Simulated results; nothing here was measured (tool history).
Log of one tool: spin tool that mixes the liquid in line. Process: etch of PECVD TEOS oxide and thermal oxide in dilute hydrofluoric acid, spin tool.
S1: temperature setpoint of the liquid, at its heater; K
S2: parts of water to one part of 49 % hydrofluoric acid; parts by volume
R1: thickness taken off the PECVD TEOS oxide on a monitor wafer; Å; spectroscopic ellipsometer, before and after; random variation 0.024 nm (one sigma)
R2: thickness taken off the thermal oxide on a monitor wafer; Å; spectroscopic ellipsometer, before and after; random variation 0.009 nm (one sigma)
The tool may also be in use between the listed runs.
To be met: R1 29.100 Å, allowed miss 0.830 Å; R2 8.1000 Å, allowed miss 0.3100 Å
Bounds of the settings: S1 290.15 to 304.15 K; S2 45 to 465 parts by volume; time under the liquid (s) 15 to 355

run 1 hour=0.0 | S1=296.15 S2=255 time_under_the_liquid_(s)=180 | R1=91.054 R2=25.3500
run 2 hour=9.0 | S1=298.15 S2=255 time_under_the_liquid_(s)=180 | R1=98.177 R2=27.8440
run 3 hour=16.4 | S1=298.15 S2=330 time_under_the_liquid_(s)=180 | R1=69.319 R2=19.9780
run 4 hour=18.9 | S1=298.15 S2=240 time_under_the_liquid_(s)=180 | R1=105.130 R2=29.9130
run 5 hour=25.4 | S1=299.65 S2=240 time_under_the_liquid_(s)=180 | R1=110.200 R2=31.3400
run 6 hour=29.5 | S1=298.65 S2=270 time_under_the_liquid_(s)=180 | R1=93.206 R2=26.1430
run 7 hour=34.7 | S1=297.65 S2=295 time_under_the_liquid_(s)=180 | R1=80.487 R2=22.0650
run 8 hour=37.9 | S1=297.65 S2=315 time_under_the_liquid_(s)=175 | R1=71.588 R2=19.3910
run 9 hour=44.8 | S1=293.65 S2=420 time_under_the_liquid_(s)=170 | R1=41.389 R2=11.4760
run 10 hour=51.5 | S1=293.15 S2=425 time_under_the_liquid_(s)=165 | R1=38.637 R2=10.7140
run 11 hour=56.2 | S1=292.65 S2=430 time_under_the_liquid_(s)=165 | R1=37.494 R2=10.3640
run 12 hour=59.2 | S1=292.65 S2=435 time_under_the_liquid_(s)=165 | R1=36.910 R2=10.1620
run 13 hour=63.8 | S1=290.15 S2=465 time_under_the_liquid_(s)=165 | R1=31.120 R2=8.4652
run 14 hour=65.2 | S1=290.65 S2=465 time_under_the_liquid_(s)=165 | R1=31.613 R2=8.8729

Which of these 4 next moves meets every target?
run A hour=66.6 | S1=292.65 S2=460 time_under_the_liquid_(s)=150 | R1=? R2=?
run B hour=66.6 | S1=290.15 S2=460 time_under_the_liquid_(s)=180 | R1=? R2=?
run C hour=66.6 | S1=292.15 S2=365 time_under_the_liquid_(s)=105 | R1=? R2=?
run D hour=66.6 | S1=290.15 S2=465 time_under_the_liquid_(s)=145 | R1=? R2=?

move=A R1=31.029 R2=8.6362
move=B R1=34.153 R2=9.5058
move=C R1=29.043 R2=8.0835
move=D R1=27.115 R2=7.5470
A: nearer than the last run, and not there yet
B: further off than the last run
C: meets every target
D: takes the result that was furthest off past its target
Move C is the one to make.

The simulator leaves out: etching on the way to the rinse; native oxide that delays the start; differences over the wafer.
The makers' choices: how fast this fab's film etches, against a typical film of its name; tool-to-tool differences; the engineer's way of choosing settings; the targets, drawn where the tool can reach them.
